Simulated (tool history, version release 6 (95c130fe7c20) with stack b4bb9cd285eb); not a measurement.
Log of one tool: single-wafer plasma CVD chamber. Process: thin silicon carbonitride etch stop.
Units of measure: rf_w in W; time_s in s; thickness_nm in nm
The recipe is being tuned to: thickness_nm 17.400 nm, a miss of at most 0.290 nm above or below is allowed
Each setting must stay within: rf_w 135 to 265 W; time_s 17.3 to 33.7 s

run 1 hour=0.0 | rf_w=200 time_s=25.5 | thickness_nm=14.298
run 2 hour=6.0 | rf_w=220 time_s=25.5 | thickness_nm=14.425
run 3 hour=14.4 | rf_w=220 time_s=22.4 | thickness_nm=12.710
run 4 hour=18.2 | rf_w=205 time_s=22.4 | thickness_nm=12.567
run 5 hour=23.5 | rf_w=195 time_s=22.4 | thickness_nm=12.441
run 6 hour=29.2 | rf_w=200 time_s=23.9 | thickness_nm=13.300
run 7 hour=34.1 | rf_w=205 time_s=25.1 | thickness_nm=14.071
run 8 hour=41.2 | rf_w=210 time_s=26.1 | thickness_nm=14.654
run 9 hour=43.2 | rf_w=215 time_s=26.9 | thickness_nm=15.219
run 10 hour=46.2 | rf_w=220 time_s=27.5 | thickness_nm=15.588

Consider the 5 candidate settings below. Which is the only one whose results all fall within their allowed miss of target?
run A hour=49.2 | rf_w=195 time_s=31.2 | thickness_nm=?
run B hour=49.2 | rf_w=205 time_s=23.9 | thickness_nm=?
run C hour=49.2 | rf_w=250 time_s=30.9 | thickness_nm=?
run D hour=49.2 | rf_w=210 time_s=29.8 | thickness_nm=?
run E hour=49.2 | rf_w=230 time_s=28.6 | thickness_nm=?

move=A thickness_nm=17.273
move=B thickness_nm=13.351
move=C thickness_nm=17.921
move=D thickness_nm=16.721
move=E thickness_nm=16.322
A: every result within its allowed miss
B: its largest miss is bigger than the last run's
C: moves the result that the last run missed by most past its target, out the other side
D: an improvement on the last run, though not all results are within tolerance
E: an improvement on the last run, though not all results are within tolerance
A is the move that brings every result within its allowed miss.
